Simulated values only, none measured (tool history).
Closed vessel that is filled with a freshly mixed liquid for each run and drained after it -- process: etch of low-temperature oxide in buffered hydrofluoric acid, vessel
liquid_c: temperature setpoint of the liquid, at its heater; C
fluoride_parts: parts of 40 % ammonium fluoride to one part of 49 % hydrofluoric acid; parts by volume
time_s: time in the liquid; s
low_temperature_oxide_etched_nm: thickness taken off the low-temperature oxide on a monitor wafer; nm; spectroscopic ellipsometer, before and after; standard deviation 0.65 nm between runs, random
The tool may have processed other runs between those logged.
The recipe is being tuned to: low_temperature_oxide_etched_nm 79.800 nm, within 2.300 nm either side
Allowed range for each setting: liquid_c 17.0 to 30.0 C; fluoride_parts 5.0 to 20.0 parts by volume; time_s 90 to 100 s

run  hour  liquid_c  fluoride_parts  time_s  low_temperature_oxide_etched_nm
  1   0.0      22.0            12.0      90                          136.180
  2   3.7      21.0            12.5      90                          123.880
  3  12.5      20.5            13.0      90                          116.790
  4  20.7      20.0            13.5      90                          107.910
  5  28.4      19.5            14.0      90                          101.260
  6  35.2      19.5            14.0     100                          111.080
  7  42.9      19.0            14.5     100                          106.780
  8  44.3      19.0            14.5     100                          105.290
  9  52.9      19.0            14.5     100                          105.500
 10  59.9      18.5            15.0     100                          100.270
 11  64.4      18.0            15.5     100                           94.353
 12  71.1      18.0            15.5     100                           93.652
 13  74.3      17.5            16.5     100                           87.290

Which one of the following 5 next-run settings gets every result inside its allowed miss? There is exactly one.
  A  77.5      17.5            18.5      95                                ?
  B  77.5      18.0            18.5     100                                ?
  C  77.5      18.5            16.5      95                                ?
  D  77.5      18.0            15.5     100                                ?
  E  77.5      17.0            14.0      95                                ?

move  low_temperature_oxide_etched_nm
   A                           72.105
   B                           78.093
   C                           85.450
   D                           92.987
   E                           92.232
A: pushes the last run's worst result past its target
B: in spec on every target
C: better than the last run, though not everything is in spec
D: lands further from the targets than the last run did
E: lands further from the targets than the last run did
Correct choice: B, which meets every target

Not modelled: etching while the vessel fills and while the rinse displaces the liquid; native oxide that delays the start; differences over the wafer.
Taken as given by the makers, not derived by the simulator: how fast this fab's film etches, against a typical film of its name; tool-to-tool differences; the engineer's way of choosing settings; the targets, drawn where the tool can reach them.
